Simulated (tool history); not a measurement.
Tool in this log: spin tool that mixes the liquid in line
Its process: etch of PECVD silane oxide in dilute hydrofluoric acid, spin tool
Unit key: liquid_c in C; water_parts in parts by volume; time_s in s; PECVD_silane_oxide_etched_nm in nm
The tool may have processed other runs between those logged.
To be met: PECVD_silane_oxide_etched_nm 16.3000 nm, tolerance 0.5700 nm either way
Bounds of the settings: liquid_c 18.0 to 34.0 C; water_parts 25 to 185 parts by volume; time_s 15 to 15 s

run 1 hour=0.0 | liquid_c=26.0 water_parts=105 time_s=15 | PECVD_silane_oxide_etched_nm=7.7464
run 2 hour=3.0 | liquid_c=28.0 water_parts=95 time_s=15 | PECVD_silane_oxide_etched_nm=9.2542
run 3 hour=8.6 | liquid_c=28.0 water_parts=95 time_s=15 | PECVD_silane_oxide_etched_nm=9.4043
run 4 hour=14.7 | liquid_c=28.0 water_parts=95 time_s=15 | PECVD_silane_oxide_etched_nm=9.2828
run 5 hour=16.1 | liquid_c=28.0 water_parts=115 time_s=15 | PECVD_silane_oxide_etched_nm=7.4416
run 6 hour=25.1 | liquid_c=29.5 water_parts=100 time_s=15 | PECVD_silane_oxide_etched_nm=9.3191
run 7 hour=32.2 | liquid_c=30.5 water_parts=90 time_s=15 | PECVD_silane_oxide_etched_nm=10.8280
run 8 hour=40.1 | liquid_c=31.5 water_parts=85 time_s=15 | PECVD_silane_oxide_etched_nm=11.9580
run 9 hour=44.2 | liquid_c=34.0 water_parts=60 time_s=15 | PECVD_silane_oxide_etched_nm=19.3020
run 10 hour=48.6 | liquid_c=33.0 water_parts=60 time_s=15 | PECVD_silane_oxide_etched_nm=18.8520
run 11 hour=56.6 | liquid_c=32.0 water_parts=60 time_s=15 | PECVD_silane_oxide_etched_nm=18.2630

Which single option among these 5 for the next run brings every result within its allowed miss of target? Just one does.
run A hour=64.6 | liquid_c=28.0 water_parts=50 time_s=15 | PECVD_silane_oxide_etched_nm=?
run B hour=64.6 | liquid_c=31.5 water_parts=55 time_s=15 | PECVD_silane_oxide_etched_nm=?
run C hour=64.6 | liquid_c=31.0 water_parts=55 time_s=15 | PECVD_silane_oxide_etched_nm=?
run D hour=64.6 | liquid_c=33.5 water_parts=70 time_s=15 | PECVD_silane_oxide_etched_nm=?
run E hour=64.6 | liquid_c=34.0 water_parts=55 time_s=15 | PECVD_silane_oxide_etched_nm=?

move=A PECVD_silane_oxide_etched_nm=18.9510
move=B PECVD_silane_oxide_etched_nm=19.6470
move=C PECVD_silane_oxide_etched_nm=19.2670
move=D PECVD_silane_oxide_etched_nm=16.2870
move=E PECVD_silane_oxide_etched_nm=21.6380
A: lands further from the targets than the last run did
B: lands further from the targets than the last run did
C: lands further from the targets than the last run did
D: every result lands within tolerance
E: lands further from the targets than the last run did
Correct choice: D, which meets every target
